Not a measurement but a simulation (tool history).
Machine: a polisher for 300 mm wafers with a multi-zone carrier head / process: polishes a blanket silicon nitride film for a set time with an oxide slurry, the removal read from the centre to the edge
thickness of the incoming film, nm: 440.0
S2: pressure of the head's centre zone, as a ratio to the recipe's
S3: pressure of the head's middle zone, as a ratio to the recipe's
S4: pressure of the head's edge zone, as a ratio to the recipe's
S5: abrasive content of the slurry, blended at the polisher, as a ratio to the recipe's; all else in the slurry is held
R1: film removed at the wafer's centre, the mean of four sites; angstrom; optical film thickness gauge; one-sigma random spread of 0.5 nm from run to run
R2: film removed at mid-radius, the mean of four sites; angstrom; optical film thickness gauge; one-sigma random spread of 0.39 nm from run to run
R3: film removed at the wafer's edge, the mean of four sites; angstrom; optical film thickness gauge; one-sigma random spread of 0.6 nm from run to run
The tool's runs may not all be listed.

{"run": 1, "hour": 0.0, "flow of slurry (ml/min)": 140, "S2": 1.0, "S3": 1.0, "S4": 1.0, "S5": 1.0, "polishing time (s)": 85, "R1": 348.14, "R2": 352.78, "R3": 351.64}
{"run": 2, "hour": 2.9, "flow of slurry (ml/min)": 155, "S2": 1.02, "S3": 1.04, "S4": 1.04, "S5": 1.05, "polishing time (s)": 85, "R1": 372.27, "R2": 385.74, "R3": 362.61}
{"run": 3, "hour": 8.3, "flow of slurry (ml/min)": 155, "S2": 1.02, "S3": 1.0, "S4": 1.04, "S5": 1.05, "polishing time (s)": 85, "R1": 374.84, "R2": 370.65, "R3": 361.71}
{"run": 4, "hour": 14.2, "flow of slurry (ml/min)": 155, "S2": 1.02, "S3": 1.0, "S4": 1.04, "S5": 1.15, "polishing time (s)": 85, "R1": 380.26, "R2": 389.79, "R3": 369.27}
{"run": 5, "hour": 15.9, "flow of slurry (ml/min)": 155, "S2": 1.02, "S3": 1.0, "S4": 1.04, "S5": 1.25, "polishing time (s)": 85, "R1": 394.01, "R2": 406.26, "R3": 388.91}
{"hour": 19.4, "done": "worn pad replaced by a new one"}
{"run": 6, "hour": 19.4, "flow of slurry (ml/min)": 165, "S2": 1.02, "S3": 1.0, "S4": 1.06, "S5": 1.3, "polishing time (s)": 85, "R1": 461.56, "R2": 462.69, "R3": 461.78}

Run 7 is up next; what results do you expect?
{"run": 7, "hour": 25.8, "flow of slurry (ml/min)": 160, "S2": 1.02, "S3": 1.01, "S4": 1.05, "S5": 1.3, "polishing time (s)": 85, "R1": "?", "R2": "?", "R3": "?"}

Run 7 yielded R1 454.40 angstrom, R2 461.44 angstrom, R3 459.00 angstrom.

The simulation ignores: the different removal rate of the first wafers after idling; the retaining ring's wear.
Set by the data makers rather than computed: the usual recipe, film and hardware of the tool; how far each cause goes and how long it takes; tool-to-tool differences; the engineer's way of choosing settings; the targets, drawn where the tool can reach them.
